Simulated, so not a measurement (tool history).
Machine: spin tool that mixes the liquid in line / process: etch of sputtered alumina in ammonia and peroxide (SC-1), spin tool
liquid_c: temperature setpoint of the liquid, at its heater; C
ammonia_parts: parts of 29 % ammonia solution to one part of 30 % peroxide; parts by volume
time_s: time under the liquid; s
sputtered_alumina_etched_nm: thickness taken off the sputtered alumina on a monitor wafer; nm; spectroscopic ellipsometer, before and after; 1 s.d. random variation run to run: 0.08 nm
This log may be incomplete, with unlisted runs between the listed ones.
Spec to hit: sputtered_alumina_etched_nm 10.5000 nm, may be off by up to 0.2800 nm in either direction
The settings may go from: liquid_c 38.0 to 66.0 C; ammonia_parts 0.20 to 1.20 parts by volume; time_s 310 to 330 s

| run | day | liquid_c | ammonia_parts | time_s | sputtered_alumina_etched_nm |
|---|---|---|---|---|---|
| 1 | 0.000 | 50.0 | 0.90 | 310 | 14.4310 |
| 2 | 0.262 | 49.5 | 0.90 | 310 | 14.1830 |
| 3 | 0.467 | 49.0 | 0.90 | 310 | 13.6390 |
| 4 | 0.679 | 54.5 | 0.90 | 310 | 18.3490 |
| 5 | 0.975 | 60.0 | 0.90 | 310 | 24.5320 |
| 6 | 1.079 | 56.0 | 0.90 | 310 | 20.1220 |
| 7 | 1.179 | 56.0 | 0.90 | 310 | 20.3030 |
| 8 | 1.225 | 54.5 | 0.90 | 310 | 18.5180 |
| 9 | 1.425 | 53.5 | 0.90 | 310 | 17.5820 |
| 10 | 1.796 | 52.5 | 0.90 | 310 | 16.5950 |
|  | 1.938 | new drum of ammonia solution connected |
| 11 | 1.938 | 51.5 | 0.90 | 310 | 15.8610 |
| 12 | 2.275 | 51.5 | 0.90 | 310 | 15.8470 |
| 13 | 2.346 | 50.5 | 0.90 | 310 | 14.9840 |
| 14 | 2.621 | 50.0 | 0.90 | 310 | 14.5940 |
| 15 | 2.729 | 49.5 | 0.90 | 310 | 14.1440 |
| 16 | 2.896 | 49.0 | 0.90 | 310 | 13.7410 |

Which of these 5 next moves meets every target?
| A | 3.062 | 44.5 | 0.35 | 330 | ? |
| B | 3.062 | 42.5 | 1.10 | 310 | ? |
| C | 3.062 | 42.5 | 1.20 | 310 | ? |
| D | 3.062 | 43.0 | 1.00 | 310 | ? |
| E | 3.062 | 41.5 | 0.90 | 310 | ? |

| move | sputtered_alumina_etched_nm |
|---|---|
| A | 10.3650 |
| B | 9.6807 |
| C | 9.7618 |
| D | 9.8743 |
| E | 8.9599 |
A: all results in spec
B: takes the biggest miss from the last run beyond its target
C: takes the biggest miss from the last run beyond its target
D: takes the biggest miss from the last run beyond its target
E: takes the biggest miss from the last run beyond its target
The right move is A.
